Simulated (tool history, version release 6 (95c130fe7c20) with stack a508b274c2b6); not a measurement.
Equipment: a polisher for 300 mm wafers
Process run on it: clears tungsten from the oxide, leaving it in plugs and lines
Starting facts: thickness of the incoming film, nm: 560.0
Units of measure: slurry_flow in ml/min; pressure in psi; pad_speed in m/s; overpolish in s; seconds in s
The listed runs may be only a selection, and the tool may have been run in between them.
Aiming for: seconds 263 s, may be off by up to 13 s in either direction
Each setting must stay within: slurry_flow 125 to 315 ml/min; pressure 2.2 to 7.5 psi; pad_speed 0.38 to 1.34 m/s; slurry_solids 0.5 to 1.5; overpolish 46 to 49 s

run	hour	slurry_flow	pressure	pad_speed	slurry_solids	overpolish	seconds
1	0	205	4.8	0.86	1	46	117.35
2	3	205	4.8	0.86	0.9	46	121.68
3	10.6	205	4.8	0.66	0.9	46	153.19
4	11.6	205	4.4	0.66	0.9	46	165.74
5	13.4	205	4.1	0.66	0.9	46	184.58
6	18.7	205	4.1	0.74	0.9	46	162.8
7	25.1	205	3.8	0.74	0.9	46	174.81
8	32.9	205	3.5	0.74	0.9	46	190.36
9	38.8	205	3.5	0.74	0.9	46	186.23
10	41	205	3.3	0.74	0.9	46	200.25

Of the 5 settings listed for the next run, only one would bring every result within its allowed miss of target. Which one?
A	43.2	225	3.4	0.88	0.85	49	?
B	43.2	225	3.4	0.92	0.9	47	?
C	43.2	175	3.5	0.5	0.95	46	?
D	43.2	225	2.9	0.5	0.95	46	?
E	43.2	220	3.3	0.6	0.95	46	?

move	seconds
A	171.49
B	163.32
C	270.13
D	313.8
E	239.99
A: the biggest miss grows against the last run
B: the biggest miss grows against the last run
C: all results land within tolerance of their targets
D: takes the biggest miss from the last run beyond its target
E: closes in on the targets versus the last run, not all within tolerance yet
C meets every target.

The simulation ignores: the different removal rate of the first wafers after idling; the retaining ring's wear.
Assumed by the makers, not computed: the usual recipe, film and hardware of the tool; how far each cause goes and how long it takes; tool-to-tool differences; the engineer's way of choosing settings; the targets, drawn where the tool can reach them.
